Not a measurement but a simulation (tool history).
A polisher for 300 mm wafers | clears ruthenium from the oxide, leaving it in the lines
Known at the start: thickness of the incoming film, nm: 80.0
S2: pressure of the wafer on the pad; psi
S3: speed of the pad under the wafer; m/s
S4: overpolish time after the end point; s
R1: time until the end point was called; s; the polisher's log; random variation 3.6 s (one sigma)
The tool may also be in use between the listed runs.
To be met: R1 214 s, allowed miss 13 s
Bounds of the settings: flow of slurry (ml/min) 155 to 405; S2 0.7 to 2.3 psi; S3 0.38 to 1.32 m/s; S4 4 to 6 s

{"run": 1, "hour": 0.0, "flow of slurry (ml/min)": 260, "S2": 1.5, "S3": 0.84, "S4": 6, "R1": 121.59}
{"run": 2, "hour": 4.8, "flow of slurry (ml/min)": 260, "S2": 1.5, "S3": 0.84, "S4": 4, "R1": 119.96}
{"run": 3, "hour": 8.0, "flow of slurry (ml/min)": 260, "S2": 1.5, "S3": 0.96, "S4": 4, "R1": 107.77}
{"run": 4, "hour": 8.6, "flow of slurry (ml/min)": 220, "S2": 1.5, "S3": 0.96, "S4": 4, "R1": 111.27}
{"run": 5, "hour": 11.3, "flow of slurry (ml/min)": 220, "S2": 1.5, "S3": 0.76, "S4": 4, "R1": 133.67}
{"run": 6, "hour": 15.6, "flow of slurry (ml/min)": 220, "S2": 1.3, "S3": 0.74, "S4": 4, "R1": 157.99}
{"run": 7, "hour": 19.4, "flow of slurry (ml/min)": 220, "S2": 1.2, "S3": 0.74, "S4": 4, "R1": 169.07}
{"run": 8, "hour": 24.5, "flow of slurry (ml/min)": 220, "S2": 1.1, "S3": 0.74, "S4": 4, "R1": 181.5}
{"run": 9, "hour": 25.2, "flow of slurry (ml/min)": 220, "S2": 1, "S3": 0.74, "S4": 4, "R1": 198.67}

4 next moves are on the table. One of them brings every result within its allowed miss. Which?
{"run": "A", "hour": 25.9, "flow of slurry (ml/min)": 205, "S2": 1, "S3": 0.82, "S4": 4, "R1": "?"}
{"run": "B", "hour": 25.9, "flow of slurry (ml/min)": 230, "S2": 1, "S3": 0.78, "S4": 6, "R1": "?"}
{"run": "C", "hour": 25.9, "flow of slurry (ml/min)": 340, "S2": 1.4, "S3": 0.56, "S4": 4, "R1": "?"}
{"run": "D", "hour": 25.9, "flow of slurry (ml/min)": 250, "S2": 1.1, "S3": 0.58, "S4": 4, "R1": "?"}

move=A R1=185.86
move=B R1=189.94
move=C R1=165.1
move=D R1=209.49
A: further off than the last run
B: further off than the last run
C: further off than the last run
D: meets every target
The right move is D.

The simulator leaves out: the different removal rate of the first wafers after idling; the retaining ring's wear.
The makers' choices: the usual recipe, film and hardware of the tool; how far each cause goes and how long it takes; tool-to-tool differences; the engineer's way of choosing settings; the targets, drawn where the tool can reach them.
